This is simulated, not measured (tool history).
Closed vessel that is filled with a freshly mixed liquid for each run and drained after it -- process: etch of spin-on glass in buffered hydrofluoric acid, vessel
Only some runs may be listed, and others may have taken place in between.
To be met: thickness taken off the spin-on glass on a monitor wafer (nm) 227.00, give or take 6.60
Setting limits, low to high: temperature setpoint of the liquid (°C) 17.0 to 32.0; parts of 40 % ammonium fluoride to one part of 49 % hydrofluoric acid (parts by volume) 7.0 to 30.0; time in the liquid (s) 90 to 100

run  hour  temperature setpoint of the liquid (°C)  parts of 40 % ammonium fluoride to one part of 49 % hydrofluoric acid (parts by volume)  time in the liquid (s)  thickness taken off the spin-on glass on a monitor wafer (nm)
  1   0.0                                     25.0                                                                                     19.0                      90                                                         143.52
  2   2.6                                     25.0                                                                                     19.0                      90                                                         144.76
  3  10.1                                     25.5                                                                                     19.0                      90                                                         148.77
  4  16.5                                     25.5                                                                                     19.0                     100                                                         164.20
  5  19.6                                     28.5                                                                                     19.0                     100                                                         193.78
  6  27.3                                     28.5                                                                                     21.5                     100                                                         173.85
  7  34.4                                     29.0                                                                                     21.0                     100                                                         182.67
  8  40.2                                     29.5                                                                                     21.0                     100                                                         188.19
  9  46.2                                     30.0                                                                                     21.0                     100                                                         192.94
 10  47.5                                     31.0                                                                                     20.0                     100                                                         210.89

Which single option among these 5 for the next run brings every result within its allowed miss of target? Just one does.
  A  48.8                                     30.5                                                                                     17.0                      95                                                              ?
  B  48.8                                     31.0                                                                                     17.5                     100                                                              ?
  C  48.8                                     31.5                                                                                     19.5                      95                                                              ?
  D  48.8                                     28.5                                                                                     15.5                     100                                                              ?
  E  48.8                                     32.0                                                                                     21.5                     100                                                              ?

move  thickness taken off the spin-on glass on a monitor wafer (nm)
   A                                                         226.27
   B                                                         237.64
   C                                                         208.39
   D                                                         234.65
   E                                                         209.07
A: hits every target within its allowed miss
B: takes the result that was furthest off past its target
C: its largest miss is bigger than the last run's
D: takes the result that was furthest off past its target
E: its largest miss is bigger than the last run's
Move A is the one to make.
